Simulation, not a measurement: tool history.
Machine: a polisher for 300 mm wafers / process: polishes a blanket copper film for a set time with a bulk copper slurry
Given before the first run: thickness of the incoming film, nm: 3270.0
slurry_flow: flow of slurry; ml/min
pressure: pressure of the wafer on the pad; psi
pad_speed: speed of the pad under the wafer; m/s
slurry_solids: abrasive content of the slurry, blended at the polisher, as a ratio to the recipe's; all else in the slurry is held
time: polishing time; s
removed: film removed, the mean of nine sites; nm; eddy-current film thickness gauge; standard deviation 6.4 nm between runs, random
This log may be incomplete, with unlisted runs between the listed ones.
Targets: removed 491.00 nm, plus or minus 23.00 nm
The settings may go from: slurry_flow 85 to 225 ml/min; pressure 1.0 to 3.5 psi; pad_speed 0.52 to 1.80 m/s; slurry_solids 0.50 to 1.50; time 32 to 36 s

run,day,slurry_flow,pressure,pad_speed,slurry_solids,time,removed
1,0.000,145,2.2,1.16,1.00,36,293.57
2,0.167,145,2.2,1.16,1.00,36,296.86
3,0.433,145,2.5,1.18,1.00,36,340.01
4,0.521,145,2.7,1.18,1.00,36,357.08
5,0.567,145,2.9,1.20,1.00,36,404.26
6,0.642,120,2.9,1.20,1.00,36,387.37
7,0.738,125,3.1,1.20,1.00,36,413.29
8,1.033,135,3.2,1.20,1.00,36,437.81
9,1.133,140,3.3,1.20,1.00,36,446.02

Of the 4 settings listed for the next run, only one would bring every result within its allowed miss of target. Which one?
A,1.233,120,3.4,1.12,1.05,33,?
B,1.233,120,3.2,1.40,0.90,36,?
C,1.233,120,3.1,1.10,0.95,36,?
D,1.233,140,3.3,1.24,0.85,32,?

move,removed
A,399.35
B,493.70
C,382.90
D,406.64
A: further off than the last run
B: each result inside its tolerance
C: further off than the last run
D: further off than the last run
Correct choice: B, which meets every target
